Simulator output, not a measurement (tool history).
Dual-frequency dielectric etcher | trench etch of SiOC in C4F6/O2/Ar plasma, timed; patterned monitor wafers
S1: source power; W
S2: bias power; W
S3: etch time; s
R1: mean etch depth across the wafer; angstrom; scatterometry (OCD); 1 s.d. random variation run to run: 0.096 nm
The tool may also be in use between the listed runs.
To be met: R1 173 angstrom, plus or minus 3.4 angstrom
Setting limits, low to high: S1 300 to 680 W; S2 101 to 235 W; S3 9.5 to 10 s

{"run": 1, "day": 0.0, "S1": 490, "S2": 168, "S3": 10, "R1": 215.85}
{"run": 2, "day": 0.25, "S1": 490, "S2": 168, "S3": 10, "R1": 216.64}
{"run": 3, "day": 0.6, "S1": 490, "S2": 198, "S3": 10, "R1": 228.8}
{"run": 4, "day": 0.775, "S1": 570, "S2": 198, "S3": 10, "R1": 247.35}
{"run": 5, "day": 0.925, "S1": 630, "S2": 198, "S3": 10, "R1": 264.88}
{"run": 6, "day": 1.079, "S1": 560, "S2": 186, "S3": 10, "R1": 241.22}
{"run": 7, "day": 1.217, "S1": 500, "S2": 177, "S3": 10, "R1": 224.95}
{"run": 8, "day": 1.575, "S1": 460, "S2": 167, "S3": 10, "R1": 207.03}
{"day": 1.788, "done": "bias power generator calibrated"}
{"run": 9, "day": 1.788, "S1": 420, "S2": 165, "S3": 10, "R1": 193.82}
{"run": 10, "day": 2.138, "S1": 400, "S2": 164, "S3": 10, "R1": 186.63}
{"run": 11, "day": 2.267, "S1": 390, "S2": 164, "S3": 10, "R1": 184.17}
{"run": 12, "day": 2.546, "S1": 380, "S2": 164, "S3": 10, "R1": 181.81}

Below are 5 possible settings for the next run. Only one of them brings all results inside the allowed miss of their targets. Which is it?
{"run": "A", "day": 2.825, "S1": 340, "S2": 163, "S3": 10, "R1": "?"}
{"run": "B", "day": 2.825, "S1": 360, "S2": 161, "S3": 9.5, "R1": "?"}
{"run": "C", "day": 2.825, "S1": 410, "S2": 115, "S3": 9.5, "R1": "?"}
{"run": "D", "day": 2.825, "S1": 370, "S2": 163, "S3": 9.5, "R1": "?"}
{"run": "E", "day": 2.825, "S1": 360, "S2": 192, "S3": 9.5, "R1": "?"}

move=A R1=165.87
move=B R1=164.48
move=C R1=164.26
move=D R1=168.7
move=E R1=173.96
A: takes the biggest miss from the last run beyond its target
B: takes the biggest miss from the last run beyond its target
C: takes the biggest miss from the last run beyond its target
D: takes the biggest miss from the last run beyond its target
E: every result lands within tolerance
The move that meets every target is E.
